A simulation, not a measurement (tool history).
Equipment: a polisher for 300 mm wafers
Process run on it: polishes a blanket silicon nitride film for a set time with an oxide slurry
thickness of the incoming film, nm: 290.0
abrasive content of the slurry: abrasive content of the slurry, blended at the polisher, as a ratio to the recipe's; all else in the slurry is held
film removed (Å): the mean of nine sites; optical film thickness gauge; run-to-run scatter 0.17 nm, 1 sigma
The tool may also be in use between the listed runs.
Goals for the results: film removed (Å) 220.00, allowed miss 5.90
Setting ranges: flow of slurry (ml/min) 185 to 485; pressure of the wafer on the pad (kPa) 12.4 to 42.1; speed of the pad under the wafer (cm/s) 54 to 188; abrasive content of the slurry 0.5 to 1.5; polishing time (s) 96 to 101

| run | hour | flow of slurry (ml/min) | pressure of the wafer on the pad (kPa) | speed of the pad under the wafer (cm/s) | abrasive content of the slurry | polishing time (s) | film removed (Å) |
|---|---|---|---|---|---|---|---|
| 1 | 0.0 | 310 | 26.9 | 120 | 1.0 | 96 | 601.26 |
| 2 | 7.8 | 310 | 26.9 | 120 | 1.0 | 101 | 632.99 |
| 3 | 14.4 | 310 | 26.9 | 98 | 1.0 | 101 | 531.11 |
| 4 | 15.0 | 310 | 26.9 | 86 | 1.0 | 101 | 481.85 |
| 5 | 17.1 | 310 | 24.1 | 80 | 1.0 | 101 | 407.47 |
| 6 | 21.8 | 310 | 30.3 | 80 | 1.0 | 101 | 508.33 |
| 7 | 30.1 | 310 | 26.9 | 74 | 1.0 | 101 | 424.41 |
| 8 | 30.9 | 310 | 24.1 | 70 | 1.0 | 101 | 369.18 |
| 9 | 34.3 | 310 | 21.4 | 68 | 1.0 | 101 | 317.26 |
| 10 | 43.0 | 310 | 19.3 | 68 | 1.0 | 101 | 290.97 |
| 11 | 51.2 | 310 | 17.9 | 68 | 1.0 | 101 | 266.48 |
| 12 | 53.9 | 310 | 17.2 | 68 | 1.0 | 101 | 261.69 |
| 13 | 57.2 | 310 | 16.5 | 68 | 1.0 | 101 | 249.26 |
| 14 | 59.8 | 310 | 15.9 | 68 | 1.0 | 101 | 239.50 |
| 15 | 65.1 | 310 | 15.2 | 68 | 1.0 | 101 | 234.98 |

Which one of the following 4 next-run settings gets every result inside its allowed miss? There is exactly one.
| A | 70.4 | 295 | 16.5 | 56 | 1.1 | 98 | ? |
| B | 70.4 | 340 | 15.2 | 76 | 0.9 | 100 | ? |
| C | 70.4 | 265 | 14.5 | 68 | 1.0 | 98 | ? |
| D | 70.4 | 280 | 15.2 | 64 | 1.0 | 96 | ? |

| move | film removed (Å) |
|---|---|
| A | 221.80 |
| B | 237.28 |
| C | 213.14 |
| D | 209.13 |
A: in spec on every target
B: the biggest miss grows against the last run
C: moves the result that the last run missed by most past its target, out the other side
D: moves the result that the last run missed by most past its target, out the other side
Move A is the one to make.
